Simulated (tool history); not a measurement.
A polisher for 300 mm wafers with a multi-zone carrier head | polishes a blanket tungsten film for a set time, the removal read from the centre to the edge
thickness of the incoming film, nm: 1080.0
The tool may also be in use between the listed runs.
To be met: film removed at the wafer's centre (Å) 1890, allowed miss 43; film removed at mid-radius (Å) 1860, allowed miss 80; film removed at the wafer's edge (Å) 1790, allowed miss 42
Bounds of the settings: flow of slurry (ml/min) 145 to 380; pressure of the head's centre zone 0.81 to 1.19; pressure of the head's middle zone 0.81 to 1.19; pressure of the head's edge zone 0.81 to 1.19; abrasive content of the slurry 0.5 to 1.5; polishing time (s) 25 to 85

run  hour  flow of slurry (ml/min)  pressure of the head's centre zone  pressure of the head's middle zone  pressure of the head's edge zone  abrasive content of the slurry  polishing time (s)  film removed at the wafer's centre (Å)  film removed at mid-radius (Å)  film removed at the wafer's edge (Å)
  1     0                      245                                   1                                   1                                 1                               1                  55                                  2430.7                          2433.3                                2445.8
  2   7.3                      245                                   1                                0.99                              0.96                             0.9                  54                                    2318                          2290.5                                  2320
  3  16.1                      245                                1.01                                   1                              0.93                             0.8                  52                                  2193.5                          2180.7                                2106.2
  4  18.7                      245                                1.01                                1.08                              0.93                             0.8                  52                                  2186.6                          2280.1                                2093.3
  5    21                      245                                0.96                                1.08                              0.93                             0.8                  52                                  2089.8                          2252.2                                2108.7
  6  23.6                      235                                0.97                                1.05                               0.9                            0.75                  52                                  2052.5                          2171.7                                2023.9
  7  27.6                      225                                0.97                                1.02                              0.88                             0.7                  52                                  1999.8                          2098.2                                1982.6
  8  28.4                      220                                0.98                                   1                              0.86                            0.65                  52                                  1954.8                          2012.3                                1904.2

Which of these 4 next moves meets every target?
  A  29.2                      240                                1.04                                1.19                              0.81                            0.55                  51                                       ?                               ?                                     ?
  B  29.2                      220                                0.91                                0.99                              0.94                             0.8                  50                                       ?                               ?                                     ?
  C  29.2                      165                                1.03                                   1                              0.87                             0.6                  52                                       ?                               ?                                     ?
  D  29.2                      270                                0.92                                 1.1                              0.83                            0.65                  50                                       ?                               ?                                     ?

move  film removed at the wafer's centre (Å)  film removed at mid-radius (Å)  film removed at the wafer's edge (Å)
   A                                  1964.2                            2119                                1746.9
   B                                  1853.9                          2026.8                                2009.9
   C                                  1891.9                          1866.1                                1799.8
   D                                  1826.8                            2100                                1832.2
A: takes the result that was furthest off past its target
B: further off than the last run
C: meets every target
D: further off than the last run
Answer: C
